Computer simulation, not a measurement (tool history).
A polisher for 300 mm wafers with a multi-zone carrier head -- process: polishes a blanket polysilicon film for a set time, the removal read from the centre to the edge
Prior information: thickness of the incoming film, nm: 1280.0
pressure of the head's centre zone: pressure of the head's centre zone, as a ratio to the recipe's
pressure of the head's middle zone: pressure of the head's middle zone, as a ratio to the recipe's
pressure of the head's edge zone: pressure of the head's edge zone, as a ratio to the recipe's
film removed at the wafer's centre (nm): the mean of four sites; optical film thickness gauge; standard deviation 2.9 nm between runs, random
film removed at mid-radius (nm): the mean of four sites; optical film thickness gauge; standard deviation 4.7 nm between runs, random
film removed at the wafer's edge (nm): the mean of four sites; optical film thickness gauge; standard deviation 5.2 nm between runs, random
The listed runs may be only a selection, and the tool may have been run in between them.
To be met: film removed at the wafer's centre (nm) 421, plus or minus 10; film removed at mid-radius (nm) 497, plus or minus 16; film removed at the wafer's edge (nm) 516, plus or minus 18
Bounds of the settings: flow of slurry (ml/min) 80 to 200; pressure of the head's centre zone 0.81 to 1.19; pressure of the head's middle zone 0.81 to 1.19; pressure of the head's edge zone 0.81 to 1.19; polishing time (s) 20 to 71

run	day	flow of slurry (ml/min)	pressure of the head's centre zone	pressure of the head's middle zone	pressure of the head's edge zone	polishing time (s)	film removed at the wafer's centre (nm)	film removed at mid-radius (nm)	film removed at the wafer's edge (nm)
1	0	130	1	1	1	45	336.75	336.21	364.67
2	0.042	120	1	1	1	45	331.52	326.21	355.36
3	0.246	120	1	1	0.94	45	332.4	328.89	348.08
4	0.438	150	1	1	0.94	45	351.99	347.34	358.44
5	0.571	150	1	1	0.99	45	346.21	352.61	370.12
6	0.833	150	1	1	0.93	45	345.8	344.32	358.49
7	1.2	165	0.94	1.06	1.03	57	426.77	469.29	485.95
8	1.483	170	0.93	1.07	1.05	57	422	470.98	494.5
9	1.812	175	0.92	1.08	1.06	57	422.88	478.33	489.88
10	1.9	175	0.91	1.09	1.08	57	413.94	472.68	495.55

5 next moves are on the table. One of them brings every result within its allowed miss. Which?
A	1.988	175	0.83	1.17	1.04	60	?	?	?
B	1.988	145	0.91	1.11	1.11	60	?	?	?
C	1.988	200	0.88	1.19	0.99	56	?	?	?
D	1.988	180	0.88	1.15	1.05	56	?	?	?
E	1.988	155	0.88	1.14	0.94	61	?	?	?

move	film removed at the wafer's centre (nm)	film removed at mid-radius (nm)	film removed at the wafer's edge (nm)
A	399.68	548.61	499.22
B	423.06	507.69	504.94
C	404.61	529.87	461.12
D	397.59	506.53	469.83
E	421.44	534.59	476.03
A: moves the result that the last run missed by most past its target, out the other side
B: every result within its allowed miss
C: moves the result that the last run missed by most past its target, out the other side
D: the worst result of the last run now meets its target, but another is out of spec
E: moves the result that the last run missed by most past its target, out the other side
B meets every target.
